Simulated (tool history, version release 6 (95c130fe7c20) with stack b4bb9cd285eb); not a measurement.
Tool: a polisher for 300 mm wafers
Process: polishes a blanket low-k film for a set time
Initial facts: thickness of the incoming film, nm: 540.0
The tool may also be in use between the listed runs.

run,day,flow of slurry (ml/min),pressure of the wafer on the pad (psi),speed of the pad under the wafer (cm/s),abrasive content of the slurry,polishing time (s),film removed (nm)
1,0,210,1.4,112,1,39,14.284
2,0.346,185,1.4,112,1,39,13.922
3,0.538,185,1.4,112,1,39,13.956
4,0.658,200,1.5,112,1,39,15.294
5,0.875,215,1.6,112,1,39,16.321
6,1.088,220,1.6,112,1,39,16.349
7,1.412,225,1.6,112,1,39,16.38
8,1.583,225,1.7,112,1,39,17.339
9,1.75,230,1.7,112,1,39,17.396
10,2.108,235,1.8,112,1,39,18.357
11,2.333,240,1.8,112,1,39,18.69

Run 12 has not been measured yet. What should we expect?
12,2.579,245,1.8,112,1,39,?

For run 12 the tool returned film removed (nm) 18.516.
